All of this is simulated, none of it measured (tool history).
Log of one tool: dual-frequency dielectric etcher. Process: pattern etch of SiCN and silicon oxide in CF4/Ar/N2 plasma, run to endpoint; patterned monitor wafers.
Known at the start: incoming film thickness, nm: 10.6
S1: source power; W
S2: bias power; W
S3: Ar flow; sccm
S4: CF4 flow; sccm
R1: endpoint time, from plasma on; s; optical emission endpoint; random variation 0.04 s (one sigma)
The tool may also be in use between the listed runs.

run,hour,S1,S2,S3,S4,R1
1,0.0,470,53,131,58,13.611
2,6.2,470,53,111,58,13.282
3,12.9,470,44,111,58,14.291
4,18.2,470,44,132,58,14.654
5,24.6,470,44,140,58,14.800
6,30.9,500,44,140,58,13.898

Run 7 comes next. What will it give?
7,35.0,520,44,140,58,?

R1: 13.379 s
